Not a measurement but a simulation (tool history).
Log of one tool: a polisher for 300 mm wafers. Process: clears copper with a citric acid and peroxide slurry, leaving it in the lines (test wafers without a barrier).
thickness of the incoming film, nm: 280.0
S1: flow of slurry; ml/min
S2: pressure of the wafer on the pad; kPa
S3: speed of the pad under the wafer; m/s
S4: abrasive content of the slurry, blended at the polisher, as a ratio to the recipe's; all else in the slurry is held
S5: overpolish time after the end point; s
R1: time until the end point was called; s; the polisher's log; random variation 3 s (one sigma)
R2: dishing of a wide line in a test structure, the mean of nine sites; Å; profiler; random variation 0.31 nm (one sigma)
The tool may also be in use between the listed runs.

run 1 hour=0 | S1=140 S2=16.5 S3=1.42 S4=1 S5=9 | R1=120.5 R2=174.76
run 2 hour=2.5 | S1=140 S2=18.6 S3=1.42 S4=1 S5=9 | R1=106.88 R2=195.99
run 3 hour=3.4 | S1=140 S2=22.8 S3=1.42 S4=1 S5=9 | R1=89.317 R2=234.41
run 4 hour=6.9 | S1=140 S2=21.4 S3=1.4 S4=1 S5=9 | R1=91.353 R2=216.19
run 5 hour=8.6 | S1=140 S2=20 S3=1.4 S4=1 S5=9 | R1=101.53 R2=197.62
run 6 hour=14.8 | S1=140 S2=20 S3=1.4 S4=0.85 S5=9 | R1=100.76 R2=202.9
run 7 hour=19.6 | S1=130 S2=15.9 S3=1.32 S4=0.85 S5=11 | R1=142.57 R2=179.31
run 8 hour=28.2 | S1=130 S2=15.2 S3=1.32 S4=0.85 S5=11 | R1=141.45 R2=173.64

The next listed run, before its measurement:
run 9 hour=35.8 | S1=130 S2=14.5 S3=1.32 S4=0.85 S5=11 | R1=? R2=?

{"run 9": {"R1": 152.09, "R2": 166}}
